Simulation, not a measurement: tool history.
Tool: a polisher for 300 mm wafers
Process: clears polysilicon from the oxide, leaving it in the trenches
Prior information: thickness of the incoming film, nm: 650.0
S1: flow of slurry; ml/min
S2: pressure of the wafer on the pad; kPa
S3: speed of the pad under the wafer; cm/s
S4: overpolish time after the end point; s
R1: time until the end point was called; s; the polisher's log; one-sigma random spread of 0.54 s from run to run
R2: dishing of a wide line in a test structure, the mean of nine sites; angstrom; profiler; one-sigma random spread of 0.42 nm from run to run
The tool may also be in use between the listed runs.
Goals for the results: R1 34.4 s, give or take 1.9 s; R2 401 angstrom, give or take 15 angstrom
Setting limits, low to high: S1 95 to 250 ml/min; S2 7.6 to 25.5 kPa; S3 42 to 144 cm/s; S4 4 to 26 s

run 1 hour=0 | S1=160 S2=16.5 S3=92 S4=13 | R1=55.307 R2=406.86
run 2 hour=4.6 | S1=160 S2=17.2 S3=92 S4=12 | R1=52.314 R2=396.14
run 3 hour=12.3 | S1=160 S2=18.6 S3=92 S4=12 | R1=47.81 R2=403.91
run 4 hour=17.9 | S1=145 S2=18.6 S3=92 S4=12 | R1=48.8 R2=402.77
run 5 hour=25.5 | S1=145 S2=18.6 S3=92 S4=9 | R1=49.039 R2=390.11
run 6 hour=33.2 | S1=145 S2=19.3 S3=92 S4=9 | R1=49.605 R2=390.24
run 7 hour=38.9 | S1=145 S2=20 S3=92 S4=9 | R1=45.41 R2=386.89
run 8 hour=41.4 | S1=150 S2=24.1 S3=94 S4=12 | R1=38.045 R2=410.36
-- hour=49.3 head pressure recalibrated
run 9 hour=49.3 | S1=150 S2=24.8 S3=96 S4=10 | R1=38.764 R2=403.26
run 10 hour=57 | S1=150 S2=24.8 S3=98 S4=10 | R1=38.988 R2=408.36
run 11 hour=62.8 | S1=145 S2=24.8 S3=102 S4=9 | R1=37.599 R2=396.25
run 12 hour=65.3 | S1=145 S2=24.8 S3=104 S4=9 | R1=37.629 R2=398.98
run 13 hour=69.2 | S1=145 S2=24.8 S3=106 S4=9 | R1=37.644 R2=405.23
run 14 hour=76.4 | S1=145 S2=24.8 S3=106 S4=9 | R1=35.968 R2=407.76

Exercise: of the 4 proposed moves below, exactly one satisfies all targets within the stated allowed misses. Which move is it?
run A hour=83.6 | S1=140 S2=23.4 S3=110 S4=11 | R1=? R2=?
run B hour=83.6 | S1=205 S2=20.7 S3=114 S4=12 | R1=? R2=?
run C hour=83.6 | S1=150 S2=25.5 S3=110 S4=9 | R1=? R2=?
run D hour=83.6 | S1=135 S2=21.4 S3=116 S4=13 | R1=? R2=?

move=A R1=38.887 R2=404.95
move=B R1=39.923 R2=405.96
move=C R1=35.3 R2=402.62
move=D R1=40.976 R2=406.68
A: further off than the last run
B: further off than the last run
C: all results land within tolerance of their targets
D: further off than the last run
The move that meets every target is C.
